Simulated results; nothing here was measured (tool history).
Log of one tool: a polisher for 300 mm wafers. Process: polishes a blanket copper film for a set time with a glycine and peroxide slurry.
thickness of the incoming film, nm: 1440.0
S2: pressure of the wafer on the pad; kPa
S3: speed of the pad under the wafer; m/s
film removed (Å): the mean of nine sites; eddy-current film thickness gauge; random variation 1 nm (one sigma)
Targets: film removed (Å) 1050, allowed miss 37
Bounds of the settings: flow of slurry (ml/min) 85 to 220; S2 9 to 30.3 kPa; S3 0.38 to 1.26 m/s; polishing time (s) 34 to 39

Run 1, hour 0: flow of slurry (ml/min) 140, S2 19.3 kPa, S3 0.82 m/s, polishing time (s) 39. Result: film removed (Å) 1806.8.
Run 2, hour 5.4: flow of slurry (ml/min) 135, S2 15.9 kPa, S3 0.78 m/s, polishing time (s) 39. Result: film removed (Å) 1510.4.
Run 3, hour 11.8: flow of slurry (ml/min) 130, S2 13.8 kPa, S3 0.76 m/s, polishing time (s) 39. Result: film removed (Å) 1325.1.
Run 4, hour 14.6: flow of slurry (ml/min) 95, S2 13.8 kPa, S3 0.76 m/s, polishing time (s) 39. Result: film removed (Å) 1297.1.
Run 5, hour 15.9: flow of slurry (ml/min) 95, S2 12.4 kPa, S3 0.76 m/s, polishing time (s) 39. Result: film removed (Å) 1164.8.
Run 6, hour 18.4: flow of slurry (ml/min) 95, S2 15.9 kPa, S3 0.76 m/s, polishing time (s) 39. Result: film removed (Å) 1433.
Run 7, hour 25.4: flow of slurry (ml/min) 95, S2 13.8 kPa, S3 0.76 m/s, polishing time (s) 39. Result: film removed (Å) 1273.2.
Run 8, hour 32.9: flow of slurry (ml/min) 95, S2 12.4 kPa, S3 0.76 m/s, polishing time (s) 39. Result: film removed (Å) 1210.4.
Run 9, hour 37.6: flow of slurry (ml/min) 95, S2 11.7 kPa, S3 0.76 m/s, polishing time (s) 39. Result: film removed (Å) 1149.4.
Run 10, hour 38.6: flow of slurry (ml/min) 95, S2 11 kPa, S3 0.76 m/s, polishing time (s) 39. Result: film removed (Å) 1093.9.

5 next moves are on the table. One of them brings every result within its allowed miss. Which?
Run A, hour 39.6: flow of slurry (ml/min) 90, S2 11.7 kPa, S3 0.9 m/s, polishing time (s) 36. Result: film removed (Å) ?.
Run B, hour 39.6: flow of slurry (ml/min) 85, S2 11.7 kPa, S3 0.74 m/s, polishing time (s) 34. Result: film removed (Å) ?.
Run C, hour 39.6: flow of slurry (ml/min) 85, S2 13.1 kPa, S3 0.6 m/s, polishing time (s) 34. Result: film removed (Å) ?.
Run D, hour 39.6: flow of slurry (ml/min) 85, S2 13.1 kPa, S3 0.76 m/s, polishing time (s) 34. Result: film removed (Å) ?.
Run E, hour 39.6: flow of slurry (ml/min) 135, S2 12.4 kPa, S3 0.82 m/s, polishing time (s) 35. Result: film removed (Å) ?.

move  film removed (Å)
   A            1129.7
   B            963.97
   C            949.08
   D            1055.1
   E            1150.9
A: further off than the last run
B: takes the result that was furthest off past its target
C: takes the result that was furthest off past its target
D: meets every target
E: further off than the last run
Answer: D
